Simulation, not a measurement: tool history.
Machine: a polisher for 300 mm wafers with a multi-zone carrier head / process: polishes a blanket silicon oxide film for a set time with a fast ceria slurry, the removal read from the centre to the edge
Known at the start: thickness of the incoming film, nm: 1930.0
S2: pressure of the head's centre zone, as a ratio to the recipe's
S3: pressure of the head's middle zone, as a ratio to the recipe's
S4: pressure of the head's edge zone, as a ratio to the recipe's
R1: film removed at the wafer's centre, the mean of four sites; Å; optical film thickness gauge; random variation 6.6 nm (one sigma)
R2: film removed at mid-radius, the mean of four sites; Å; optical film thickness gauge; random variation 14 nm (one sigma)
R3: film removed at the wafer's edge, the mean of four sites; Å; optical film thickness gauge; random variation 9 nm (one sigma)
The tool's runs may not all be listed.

Run 1, day 0.000: flow of slurry (ml/min) 205, S2 1.00, S3 1.00, S4 1.00, polishing time (s) 36. Result: R1 7599.3 Å, R2 7632.7 Å, R3 7681.3 Å.
Run 2, day 0.046: flow of slurry (ml/min) 205, S2 1.00, S3 1.00, S4 1.00, polishing time (s) 41. Result: R1 8488.8 Å, R2 8585.6 Å, R3 8761.6 Å.
Run 3, day 0.146: flow of slurry (ml/min) 215, S2 0.97, S3 1.00, S4 1.06, polishing time (s) 42. Result: R1 8648.6 Å, R2 9037.6 Å, R3 9285.5 Å.
Run 4, day 0.288: flow of slurry (ml/min) 215, S2 0.97, S3 1.08, S4 1.06, polishing time (s) 42. Result: R1 8460.9 Å, R2 9439.2 Å, R3 9244.3 Å.
Run 5, day 0.638: flow of slurry (ml/min) 215, S2 1.03, S3 1.08, S4 1.06, polishing time (s) 42. Result: R1 9098.9 Å, R2 9268.0 Å, R3 9170.3 Å.
Run 6, day 0.717: flow of slurry (ml/min) 210, S2 0.98, S3 1.04, S4 1.10, polishing time (s) 43. Result: R1 8806.4 Å, R2 9476.0 Å, R3 9632.0 Å.
Run 7, day 0.821: flow of slurry (ml/min) 205, S2 0.95, S3 1.00, S4 1.13, polishing time (s) 44. Result: R1 8657.1 Å, R2 9461.3 Å, R3 9975.9 Å.
Run 8, day 1.038: flow of slurry (ml/min) 205, S2 0.93, S3 0.98, S4 1.15, polishing time (s) 45. Result: R1 8796.0 Å, R2 9411.8 Å, R3 10373.0 Å.

The next listed run, before its measurement:
Run 9, day 1.350: flow of slurry (ml/min) 205, S2 0.91, S3 0.98, S4 1.16, polishing time (s) 45. Result: R1 ?, R2 ?, R3 ?.

Run 9 came out at R1 8469.7 Å, R2 9431.2 Å, R3 10371.0 Å.
